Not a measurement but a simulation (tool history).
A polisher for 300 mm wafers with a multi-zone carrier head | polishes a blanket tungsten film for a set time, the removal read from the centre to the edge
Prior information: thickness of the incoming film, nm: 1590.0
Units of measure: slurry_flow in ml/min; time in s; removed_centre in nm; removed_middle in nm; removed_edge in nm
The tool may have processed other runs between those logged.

run	hour	slurry_flow	centre_zone	middle_zone	edge_zone	slurry_solids	time	removed_centre	removed_middle	removed_edge
1	0.0	130	1.00	1.00	1.00	1.00	73	509.75	519.95	516.44
2	7.5	130	1.00	1.00	1.00	0.85	73	503.33	506.87	487.78
3	16.4	130	1.00	1.00	1.00	1.00	73	511.53	518.46	502.43
4	17.1	130	1.00	1.00	1.00	1.20	73	532.93	545.94	530.66
5	23.2	130	1.00	0.97	1.00	1.20	73	529.27	522.05	530.76
6	26.7	130	1.00	1.02	1.00	1.20	73	530.78	547.04	535.20

Run 7 is up next; what results do you expect?
7	34.1	165	1.05	1.07	1.10	1.40	74	?	?	?

Run 7 gave removed_centre 605.84 nm, removed_middle 635.12 nm, removed_edge 593.34 nm.
